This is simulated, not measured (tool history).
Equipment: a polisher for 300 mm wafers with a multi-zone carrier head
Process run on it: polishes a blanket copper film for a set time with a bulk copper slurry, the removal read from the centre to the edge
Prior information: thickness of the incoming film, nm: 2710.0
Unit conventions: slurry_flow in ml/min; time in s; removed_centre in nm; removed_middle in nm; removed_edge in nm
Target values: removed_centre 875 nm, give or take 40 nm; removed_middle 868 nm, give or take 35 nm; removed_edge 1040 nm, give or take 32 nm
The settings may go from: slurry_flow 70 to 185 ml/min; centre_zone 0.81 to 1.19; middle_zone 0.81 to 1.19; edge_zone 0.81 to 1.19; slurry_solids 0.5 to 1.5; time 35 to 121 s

run,day,slurry_flow,centre_zone,middle_zone,edge_zone,slurry_solids,time,removed_centre,removed_middle,removed_edge
1,0,120,1,1,1,1,78,1168.3,1038.8,1073.2
2,0.158,120,1,1,0.93,1,78,1159.2,1061.1,1038.6
3,0.5,120,0.91,1,0.93,1,78,1039.2,1041.9,1030.8
4,0.842,120,0.94,1,0.93,1,78,1062.6,1081.1,1033.9
5,1.096,115,0.93,0.99,0.94,1,78,1039.9,1048.3,1035.5
6,1.283,105,0.93,0.99,0.94,1,78,1012,1001.4,1004.6
7,1.5,100,0.92,0.98,0.95,1,78,980.71,1016.6,997.94
8,1.85,100,0.92,0.98,0.95,1,78,991.19,992.91,985.26
# day 2.042: centre zone pressure recalibrated
9,2.042,100,0.91,0.97,0.97,1,78,914.52,972.09,995.98
10,2.112,100,0.92,0.95,0.98,1,78,912.84,973.46,1025.7

Exercise: of the 4 proposed moves below, exactly one satisfies all targets within the stated allowed misses. Which move is it?
A,2.183,95,0.88,1.12,0.81,1.05,81,?,?,?
B,2.183,125,0.82,1,0.95,1.15,75,?,?,?
C,2.183,110,0.91,1.05,0.87,0.95,77,?,?,?
D,2.183,115,0.86,0.82,1.03,0.85,79,?,?,?

move,removed_centre,removed_middle,removed_edge
A,929.23,1154,967.04
B,897.36,1081,1040.9
C,939.24,1063.4,955.5
D,896.81,887.06,1044.3
A: the biggest miss grows against the last run
B: the biggest miss grows against the last run
C: the biggest miss grows against the last run
D: hits every target within its allowed miss
D is the move that brings every result within its allowed miss.
